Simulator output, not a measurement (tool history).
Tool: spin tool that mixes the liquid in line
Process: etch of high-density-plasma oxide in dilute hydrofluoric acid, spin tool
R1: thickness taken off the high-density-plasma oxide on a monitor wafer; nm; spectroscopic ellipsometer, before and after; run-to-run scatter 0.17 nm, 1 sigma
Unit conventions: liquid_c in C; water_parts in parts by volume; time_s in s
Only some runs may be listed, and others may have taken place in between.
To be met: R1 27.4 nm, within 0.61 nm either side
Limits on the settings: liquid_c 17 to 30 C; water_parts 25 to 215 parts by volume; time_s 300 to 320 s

run 1 day=0 | liquid_c=22 water_parts=120 time_s=300 | R1=11.677
run 2 day=0.35 | liquid_c=23 water_parts=110 time_s=300 | R1=13.078
run 3 day=0.388 | liquid_c=25 water_parts=110 time_s=300 | R1=14.327
run 4 day=0.6 | liquid_c=27 water_parts=110 time_s=300 | R1=15.491
run 5 day=0.879 | liquid_c=27.5 water_parts=105 time_s=300 | R1=16.609
run 6 day=1.183 | liquid_c=28 water_parts=100 time_s=300 | R1=17.828
run 7 day=1.267 | liquid_c=28.5 water_parts=95 time_s=300 | R1=19.47
run 8 day=1.412 | liquid_c=28.5 water_parts=90 time_s=300 | R1=20.266
run 9 day=1.617 | liquid_c=28.5 water_parts=90 time_s=300 | R1=20.61
run 10 day=1.717 | liquid_c=30 water_parts=60 time_s=300 | R1=33.878
-- day=2 hydrofluoric acid flow meter replaced
run 11 day=2 | liquid_c=29 water_parts=60 time_s=300 | R1=30.684
run 12 day=2.233 | liquid_c=28.5 water_parts=60 time_s=300 | R1=29.887
run 13 day=2.396 | liquid_c=28 water_parts=60 time_s=300 | R1=29.201
run 14 day=2.721 | liquid_c=27 water_parts=60 time_s=300 | R1=28.405

Exercise: of the 5 proposed moves below, exactly one satisfies all targets within the stated allowed misses. Which move is it?
run A day=3.046 | liquid_c=24 water_parts=60 time_s=310 | R1=?
run B day=3.046 | liquid_c=24.5 water_parts=55 time_s=310 | R1=?
run C day=3.046 | liquid_c=27.5 water_parts=65 time_s=300 | R1=?
run D day=3.046 | liquid_c=27 water_parts=65 time_s=305 | R1=?
run E day=3.046 | liquid_c=28.5 water_parts=65 time_s=300 | R1=?

move=A R1=25.827
move=B R1=28.946
move=C R1=26.374
move=D R1=26.288
move=E R1=27.432
A: pushes the last run's worst result past its target
B: its largest miss is bigger than the last run's
C: pushes the last run's worst result past its target
D: pushes the last run's worst result past its target
E: all results in spec
E is the move that brings every result within its allowed miss.
